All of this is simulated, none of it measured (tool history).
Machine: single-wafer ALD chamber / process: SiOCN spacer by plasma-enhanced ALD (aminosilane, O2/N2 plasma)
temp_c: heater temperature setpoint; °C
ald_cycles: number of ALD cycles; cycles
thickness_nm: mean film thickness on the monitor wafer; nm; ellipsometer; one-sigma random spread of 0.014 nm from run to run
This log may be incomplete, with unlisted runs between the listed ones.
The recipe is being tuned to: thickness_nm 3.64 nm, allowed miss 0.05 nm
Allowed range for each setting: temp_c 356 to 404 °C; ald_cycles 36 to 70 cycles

Run 1, hour 0: temp_c 380 °C, ald_cycles 53 cycles. Result: thickness_nm 3.1547 nm.
Run 2, hour 1.5: temp_c 376 °C, ald_cycles 53 cycles. Result: thickness_nm 3.1829 nm.
Run 3, hour 8: temp_c 375 °C, ald_cycles 55 cycles. Result: thickness_nm 3.2859 nm.
Run 4, hour 10.7: temp_c 375 °C, ald_cycles 57 cycles. Result: thickness_nm 3.4126 nm.
Run 5, hour 13.1: temp_c 383 °C, ald_cycles 57 cycles. Result: thickness_nm 3.3825 nm.
Run 6, hour 14.9: temp_c 383 °C, ald_cycles 50 cycles. Result: thickness_nm 2.9717 nm.
At hour 23.8: thermocouple changed; heater temperature recalibrated.
Run 7, hour 23.8: temp_c 383 °C, ald_cycles 58 cycles. Result: thickness_nm 3.4658 nm.
Run 8, hour 32.6: temp_c 383 °C, ald_cycles 59 cycles. Result: thickness_nm 3.5424 nm.
Run 9, hour 40.7: temp_c 383 °C, ald_cycles 60 cycles. Result: thickness_nm 3.5698 nm.

Below are 5 possible settings for the next run. Only one of them brings all results inside the allowed miss of their targets. Which is it?
Run A, hour 48.8: temp_c 386 °C, ald_cycles 61 cycles. Result: thickness_nm ?.
Run B, hour 48.8: temp_c 386 °C, ald_cycles 59 cycles. Result: thickness_nm ?.
Run C, hour 48.8: temp_c 388 °C, ald_cycles 59 cycles. Result: thickness_nm ?.
Run D, hour 48.8: temp_c 399 °C, ald_cycles 60 cycles. Result: thickness_nm ?.
Run E, hour 48.8: temp_c 385 °C, ald_cycles 59 cycles. Result: thickness_nm ?.

move  thickness_nm
   A        3.6179
   B        3.4993
   C        3.4993
   D        3.5408
   E        3.4993
A: every result lands within tolerance
B: the biggest miss grows against the last run
C: the biggest miss grows against the last run
D: the biggest miss grows against the last run
E: the biggest miss grows against the last run
Answer: A
